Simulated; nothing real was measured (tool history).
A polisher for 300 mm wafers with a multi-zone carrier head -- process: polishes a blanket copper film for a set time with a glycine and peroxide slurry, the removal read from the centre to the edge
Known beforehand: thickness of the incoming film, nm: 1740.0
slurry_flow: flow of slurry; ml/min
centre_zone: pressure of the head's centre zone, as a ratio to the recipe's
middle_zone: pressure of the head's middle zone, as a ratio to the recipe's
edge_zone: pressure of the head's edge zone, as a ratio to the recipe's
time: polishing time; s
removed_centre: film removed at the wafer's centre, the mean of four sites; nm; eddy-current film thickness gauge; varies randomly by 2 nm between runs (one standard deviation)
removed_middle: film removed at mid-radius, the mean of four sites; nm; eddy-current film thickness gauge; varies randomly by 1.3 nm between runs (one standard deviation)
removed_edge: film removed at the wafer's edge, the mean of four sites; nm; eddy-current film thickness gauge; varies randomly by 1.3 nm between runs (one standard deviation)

{"run": 1, "hour": 0.0, "slurry_flow": 235, "centre_zone": 1, "middle_zone": 1, "edge_zone": 1, "time": 79, "removed_centre": 268.53, "removed_middle": 268.13, "removed_edge": 271.22}
{"run": 2, "hour": 2.8, "slurry_flow": 235, "centre_zone": 1, "middle_zone": 1, "edge_zone": 0.93, "time": 79, "removed_centre": 261.46, "removed_middle": 266.27, "removed_edge": 262.57}
{"run": 3, "hour": 10.7, "slurry_flow": 235, "centre_zone": 1, "middle_zone": 1, "edge_zone": 0.93, "time": 96, "removed_centre": 326.01, "removed_middle": 324.04, "removed_edge": 318.24}
{"run": 4, "hour": 17.0, "slurry_flow": 235, "centre_zone": 1, "middle_zone": 0.95, "edge_zone": 0.93, "time": 96, "removed_centre": 320.43, "removed_middle": 317.13, "removed_edge": 323.42}
{"run": 5, "hour": 25.0, "slurry_flow": 235, "centre_zone": 1, "middle_zone": 0.95, "edge_zone": 0.97, "time": 96, "removed_centre": 325.5, "removed_middle": 308.06, "removed_edge": 326.53}
{"run": 6, "hour": 30.9, "slurry_flow": 240, "centre_zone": 1.03, "middle_zone": 0.93, "edge_zone": 0.95, "time": 86, "removed_centre": 304.67, "removed_middle": 275.49, "removed_edge": 290.6}
{"run": 7, "hour": 39.3, "slurry_flow": 240, "centre_zone": 1.04, "middle_zone": 0.91, "edge_zone": 0.94, "time": 77, "removed_centre": 273.23, "removed_middle": 244.73, "removed_edge": 259.32}
{"run": 8, "hour": 44.5, "slurry_flow": 235, "centre_zone": 1.06, "middle_zone": 0.89, "edge_zone": 0.93, "time": 70, "removed_centre": 247.1, "removed_middle": 218.73, "removed_edge": 234.55}
{"run": 9, "hour": 48.3, "slurry_flow": 230, "centre_zone": 1.08, "middle_zone": 0.88, "edge_zone": 0.92, "time": 66, "removed_centre": 241.46, "removed_middle": 200.9, "removed_edge": 220.18}

Run 10 is up next; what results do you expect?
{"run": 10, "hour": 52.0, "slurry_flow": 220, "centre_zone": 1.09, "middle_zone": 0.88, "edge_zone": 0.9, "time": 63, "removed_centre": "?", "removed_middle": "?", "removed_edge": "?"}

Logged for run 10: removed_centre 230.63 nm, removed_middle 192.7 nm, removed_edge 204.17 nm.
